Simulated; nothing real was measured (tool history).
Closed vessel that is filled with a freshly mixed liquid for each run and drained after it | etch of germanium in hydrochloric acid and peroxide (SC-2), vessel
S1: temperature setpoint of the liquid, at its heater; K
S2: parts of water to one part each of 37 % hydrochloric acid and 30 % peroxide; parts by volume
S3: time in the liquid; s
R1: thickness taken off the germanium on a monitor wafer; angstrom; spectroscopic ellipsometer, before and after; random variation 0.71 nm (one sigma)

run,hour,S1,S2,S3,R1
1,0,332.15,6.5,30,1090.8
2,2,332.15,6.5,30,1065.9
3,7.8,329.65,6.5,30,1019.7
4,13.9,329.65,7.5,30,990.65
5,20.7,328.15,7.5,30,947.49
6,23.1,328.15,7.5,30,964.4
# hour 30: new drum of peroxide connected
7,30,327.15,7.5,30,909.56

Forecast run 8:
8,34.1,326.65,7.5,30,?

Run 8 gave R1 900.71 angstrom.
